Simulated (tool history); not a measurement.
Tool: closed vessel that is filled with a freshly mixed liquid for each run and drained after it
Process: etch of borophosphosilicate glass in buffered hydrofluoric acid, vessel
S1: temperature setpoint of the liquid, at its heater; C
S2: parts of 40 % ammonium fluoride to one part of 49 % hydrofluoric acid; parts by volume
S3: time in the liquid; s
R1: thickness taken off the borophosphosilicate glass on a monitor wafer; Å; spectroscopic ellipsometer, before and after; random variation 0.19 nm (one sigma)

run 1 hour=0 | S1=23 S2=23.5 S3=35 | R1=545.19
run 2 hour=8.7 | S1=23 S2=23.5 S3=30 | R1=469.37
run 3 hour=10.6 | S1=23 S2=17 S3=30 | R1=606.45
run 4 hour=12.7 | S1=23 S2=17 S3=35 | R1=716.41
run 5 hour=16 | S1=21.5 S2=18.5 S3=35 | R1=605.34
-- hour=23.8 thermometer replaced
run 6 hour=23.8 | S1=21.5 S2=23 S3=35 | R1=443.09

Run 7 comes next. What will it give?
run 7 hour=31 | S1=21 S2=23 S3=35 | R1=?

{"run 7": {"R1": 430.34}}
